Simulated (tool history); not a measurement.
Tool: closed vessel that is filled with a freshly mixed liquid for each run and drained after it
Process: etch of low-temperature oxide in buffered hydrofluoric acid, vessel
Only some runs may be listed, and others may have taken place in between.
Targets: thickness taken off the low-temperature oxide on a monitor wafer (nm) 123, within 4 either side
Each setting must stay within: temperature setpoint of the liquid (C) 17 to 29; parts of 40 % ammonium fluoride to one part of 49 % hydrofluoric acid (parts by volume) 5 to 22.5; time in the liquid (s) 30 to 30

run  hour  temperature setpoint of the liquid (C)  parts of 40 % ammonium fluoride to one part of 49 % hydrofluoric acid (parts by volume)  time in the liquid (s)  thickness taken off the low-temperature oxide on a monitor wafer (nm)
  1     0                                      21                                                                                     13.5                      30                                                                  43.62
  2   2.6                                      21                                                                                       17                      30                                                                 34.734
  3   4.1                                      21                                                                                       17                      30                                                                 34.235
  4  13.3                                      23                                                                                       14                      30                                                                 45.624
  5  15.1                                    24.5                                                                                     11.5                      30                                                                 60.128
  6  19.2                                    25.5                                                                                      9.5                      30                                                                  77.04
  7  27.2                                    26.5                                                                                      8.5                      30                                                                 91.691
  8  28.4                                      27                                                                                        8                      30                                                                 97.179
  9  31.6                                    27.5                                                                                      7.5                      30                                                                 105.01
 10  38.6                                      28                                                                                      7.5                      30                                                                 110.56

Consider the 4 candidate settings below. Which is the only one whose results all fall within their allowed miss of target?
  A  45.6                                    27.5                                                                                        7                      30                                                                      ?
  B  45.6                                      26                                                                                      6.5                      30                                                                      ?
  C  45.6                                      29                                                                                        7                      30                                                                      ?
  D  45.6                                    28.5                                                                                      7.5                      30                                                                      ?

move  thickness taken off the low-temperature oxide on a monitor wafer (nm)
   A                                                                  114.3
   B                                                                 114.29
   C                                                                 123.76
   D                                                                 111.86
A: better than the last run, though not everything is in spec
B: better than the last run, though not everything is in spec
C: in spec on every target
D: better than the last run, though not everything is in spec
Correct choice: C, which meets every target

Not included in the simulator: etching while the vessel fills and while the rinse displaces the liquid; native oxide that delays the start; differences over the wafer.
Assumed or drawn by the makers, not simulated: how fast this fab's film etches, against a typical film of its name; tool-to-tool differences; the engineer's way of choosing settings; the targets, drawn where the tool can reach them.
